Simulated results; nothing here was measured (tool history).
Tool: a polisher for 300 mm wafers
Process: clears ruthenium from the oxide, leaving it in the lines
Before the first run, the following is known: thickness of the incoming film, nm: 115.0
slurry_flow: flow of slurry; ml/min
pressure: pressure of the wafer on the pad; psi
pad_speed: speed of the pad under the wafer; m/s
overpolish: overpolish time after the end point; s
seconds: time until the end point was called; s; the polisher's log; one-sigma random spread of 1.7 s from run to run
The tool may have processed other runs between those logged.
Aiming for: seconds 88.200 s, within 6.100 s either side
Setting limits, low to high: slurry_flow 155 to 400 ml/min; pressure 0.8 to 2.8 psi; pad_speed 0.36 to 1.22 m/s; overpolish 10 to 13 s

Run 1, day 0.000: slurry_flow 255 ml/min, pressure 1.8 psi, pad_speed 0.78 m/s, overpolish 13 s. Result: seconds 141.860 s.
Run 2, day 0.175: slurry_flow 255 ml/min, pressure 1.8 psi, pad_speed 0.62 m/s, overpolish 13 s. Result: seconds 172.710 s.
Run 3, day 0.450: slurry_flow 255 ml/min, pressure 1.9 psi, pad_speed 0.64 m/s, overpolish 13 s. Result: seconds 153.220 s.
Run 4, day 0.533: slurry_flow 255 ml/min, pressure 1.9 psi, pad_speed 0.72 m/s, overpolish 13 s. Result: seconds 147.350 s.
Run 5, day 0.733: slurry_flow 255 ml/min, pressure 1.9 psi, pad_speed 0.72 m/s, overpolish 13 s. Result: seconds 144.800 s.
Run 6, day 1.017: slurry_flow 255 ml/min, pressure 1.6 psi, pad_speed 0.72 m/s, overpolish 13 s. Result: seconds 170.250 s.
Run 7, day 1.188: slurry_flow 255 ml/min, pressure 1.7 psi, pad_speed 0.74 m/s, overpolish 13 s. Result: seconds 157.200 s.
Run 8, day 1.454: slurry_flow 255 ml/min, pressure 1.8 psi, pad_speed 0.76 m/s, overpolish 13 s. Result: seconds 141.380 s.
Run 9, day 1.746: slurry_flow 255 ml/min, pressure 1.9 psi, pad_speed 0.76 m/s, overpolish 13 s. Result: seconds 136.160 s.
Run 10, day 2.046: slurry_flow 255 ml/min, pressure 2.0 psi, pad_speed 0.76 m/s, overpolish 13 s. Result: seconds 125.940 s.
Run 11, day 2.096: slurry_flow 255 ml/min, pressure 2.5 psi, pad_speed 0.80 m/s, overpolish 13 s. Result: seconds 99.737 s.

Of the 5 settings listed for the next run, only one would bring every result within its allowed miss of target. Which one?
Run A, day 2.146: slurry_flow 300 ml/min, pressure 2.6 psi, pad_speed 0.62 m/s, overpolish 10 s. Result: seconds ?.
Run B, day 2.146: slurry_flow 250 ml/min, pressure 2.4 psi, pad_speed 0.82 m/s, overpolish 10 s. Result: seconds ?.
Run C, day 2.146: slurry_flow 280 ml/min, pressure 2.8 psi, pad_speed 0.78 m/s, overpolish 13 s. Result: seconds ?.
Run D, day 2.146: slurry_flow 255 ml/min, pressure 2.5 psi, pad_speed 0.74 m/s, overpolish 13 s. Result: seconds ?.
Run E, day 2.146: slurry_flow 275 ml/min, pressure 2.7 psi, pad_speed 0.68 m/s, overpolish 12 s. Result: seconds ?.

move  seconds
   A  117.940
   B  100.030
   C   88.723
   D  105.840
   E  105.280
A: lands further from the targets than the last run did
B: no better and no worse than the last run
C: meets every target
D: lands further from the targets than the last run did
E: lands further from the targets than the last run did
Answer: C

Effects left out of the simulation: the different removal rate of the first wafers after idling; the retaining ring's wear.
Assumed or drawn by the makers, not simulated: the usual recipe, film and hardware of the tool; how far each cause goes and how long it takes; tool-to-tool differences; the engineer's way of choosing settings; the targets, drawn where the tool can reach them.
